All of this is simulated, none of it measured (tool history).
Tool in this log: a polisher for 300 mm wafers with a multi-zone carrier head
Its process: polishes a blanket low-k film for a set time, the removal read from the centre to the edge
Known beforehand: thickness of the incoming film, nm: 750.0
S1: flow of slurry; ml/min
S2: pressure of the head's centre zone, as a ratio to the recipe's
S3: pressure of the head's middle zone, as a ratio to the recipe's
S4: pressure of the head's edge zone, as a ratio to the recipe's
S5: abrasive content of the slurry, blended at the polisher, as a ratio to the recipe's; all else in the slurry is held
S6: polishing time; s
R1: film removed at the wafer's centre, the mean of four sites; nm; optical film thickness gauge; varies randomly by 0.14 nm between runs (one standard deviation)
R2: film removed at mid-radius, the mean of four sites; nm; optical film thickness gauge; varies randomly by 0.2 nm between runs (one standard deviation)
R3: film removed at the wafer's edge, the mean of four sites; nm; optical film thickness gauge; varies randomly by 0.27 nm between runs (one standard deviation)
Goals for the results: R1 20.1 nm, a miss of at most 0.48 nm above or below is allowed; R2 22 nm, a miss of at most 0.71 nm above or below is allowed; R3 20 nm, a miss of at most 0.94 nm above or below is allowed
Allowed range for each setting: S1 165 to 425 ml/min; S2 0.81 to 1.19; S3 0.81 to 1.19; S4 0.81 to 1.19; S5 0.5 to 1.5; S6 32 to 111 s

{"run": 1, "hour": 0.0, "S1": 275, "S2": 1, "S3": 1, "S4": 1, "S5": 1, "S6": 71, "R1": 22.521, "R2": 22.815, "R3": 22.67}
{"run": 2, "hour": 1.6, "S1": 275, "S2": 1, "S3": 0.92, "S4": 1, "S5": 1, "S6": 71, "R1": 22.791, "R2": 21.173, "R3": 22.383}
{"run": 3, "hour": 4.9, "S1": 275, "S2": 1.08, "S3": 0.92, "S4": 1, "S5": 1, "S6": 71, "R1": 24.308, "R2": 20.883, "R3": 22.303}
{"run": 4, "hour": 12.5, "S1": 265, "S2": 1.04, "S3": 0.94, "S4": 0.96, "S5": 1, "S6": 71, "R1": 23.503, "R2": 21.838, "R3": 22.077}
{"run": 5, "hour": 20.0, "S1": 260, "S2": 1.01, "S3": 0.95, "S4": 0.94, "S5": 0.95, "S6": 71, "R1": 22.052, "R2": 20.798, "R3": 20.649}
{"run": 6, "hour": 24.3, "S1": 260, "S2": 1.01, "S3": 0.95, "S4": 1.02, "S5": 0.95, "S6": 71, "R1": 22.075, "R2": 20.845, "R3": 21.711}
{"run": 7, "hour": 25.8, "S1": 245, "S2": 0.99, "S3": 0.97, "S4": 1, "S5": 0.95, "S6": 71, "R1": 21.48, "R2": 20.837, "R3": 21.953}
{"run": 8, "hour": 28.8, "S1": 250, "S2": 0.97, "S3": 0.98, "S4": 0.97, "S5": 0.95, "S6": 71, "R1": 20.922, "R2": 21.192, "R3": 21}
{"run": 9, "hour": 37.6, "S1": 250, "S2": 0.96, "S3": 0.99, "S4": 0.95, "S5": 0.95, "S6": 71, "R1": 20.816, "R2": 21.002, "R3": 20.999}
{"run": 10, "hour": 44.7, "S1": 255, "S2": 0.95, "S3": 1.01, "S4": 0.93, "S5": 0.95, "S6": 71, "R1": 20.655, "R2": 21.761, "R3": 20.676}
{"run": 11, "hour": 49.7, "S1": 255, "S2": 0.95, "S3": 1.01, "S4": 0.93, "S5": 0.95, "S6": 71, "R1": 20.836, "R2": 21.931, "R3": 20.858}

Next run, 4 choices. One meets every target within its allowed miss, the rest don't. Which?
{"run": "A", "hour": 54.7, "S1": 315, "S2": 0.9, "S3": 1.02, "S4": 1.09, "S5": 1.2, "S6": 60, "R1": "?", "R2": "?", "R3": "?"}
{"run": "B", "hour": 54.7, "S1": 320, "S2": 1.02, "S3": 1.01, "S4": 0.96, "S5": 0.7, "S6": 92, "R1": "?", "R2": "?", "R3": "?"}
{"run": "C", "hour": 54.7, "S1": 325, "S2": 0.98, "S3": 0.99, "S4": 0.9, "S5": 1.15, "S6": 62, "R1": "?", "R2": "?", "R3": "?"}
{"run": "D", "hour": 54.7, "S1": 205, "S2": 0.97, "S3": 1.08, "S4": 0.93, "S5": 1.2, "S6": 60, "R1": "?", "R2": "?", "R3": "?"}

move=A R1=19.674 R2=21.93 R3=21.653
move=B R1=22.248 R2=21.78 R3=20.385
move=C R1=21.622 R2=21.641 R3=19.982
move=D R1=19.993 R2=21.869 R3=19.27
A: the worst result of the last run now meets its target, but another is out of spec
B: further off than the last run
C: further off than the last run
D: meets every target
Go with D: it meets all targets.

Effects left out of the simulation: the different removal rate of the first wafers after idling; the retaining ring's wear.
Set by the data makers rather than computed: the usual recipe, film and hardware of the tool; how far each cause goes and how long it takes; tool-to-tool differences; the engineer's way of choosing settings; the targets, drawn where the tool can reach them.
